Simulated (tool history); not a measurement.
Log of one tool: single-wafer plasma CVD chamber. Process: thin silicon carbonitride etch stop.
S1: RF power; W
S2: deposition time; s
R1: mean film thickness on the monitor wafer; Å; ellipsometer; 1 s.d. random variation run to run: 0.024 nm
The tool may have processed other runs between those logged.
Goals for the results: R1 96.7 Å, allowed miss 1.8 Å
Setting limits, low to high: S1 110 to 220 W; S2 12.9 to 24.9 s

Run 1, day 0: S1 165 W, S2 18.9 s. Result: R1 109.87 Å.
Run 2, day 0.046: S1 155 W, S2 18.9 s. Result: R1 107.41 Å.
Run 3, day 0.083: S1 165 W, S2 18.9 s. Result: R1 110.13 Å.
Run 4, day 0.208: S1 145 W, S2 18.9 s. Result: R1 104.83 Å.
Run 5, day 0.325: S1 125 W, S2 18.9 s. Result: R1 99.308 Å.
Run 6, day 0.371: S1 145 W, S2 18.9 s. Result: R1 104.72 Å.
Run 7, day 0.621: S1 140 W, S2 18.9 s. Result: R1 103.42 Å.
Run 8, day 0.896: S1 135 W, S2 18.9 s. Result: R1 102.05 Å.
Run 9, day 0.95: S1 115 W, S2 18.5 s. Result: R1 94.271 Å.

Exactly one of the 5 candidate moves below puts every result within its allowed miss. Which one?
Run A, day 1.004: S1 135 W, S2 17 s. Result: R1 ?.
Run B, day 1.004: S1 120 W, S2 18.8 s. Result: R1 ?.
Run C, day 1.004: S1 115 W, S2 18.2 s. Result: R1 ?.
Run D, day 1.004: S1 115 W, S2 18.4 s. Result: R1 ?.
Run E, day 1.004: S1 135 W, S2 17.2 s. Result: R1 ?.

move      R1
   A  92.037
   B  97.226
   C  92.539
   D  93.556
   E   93.12
A: misses by more than the last run did
B: hits every target within its allowed miss
C: misses by more than the last run did
D: misses by more than the last run did
E: misses by more than the last run did
Go with B: it meets all targets.
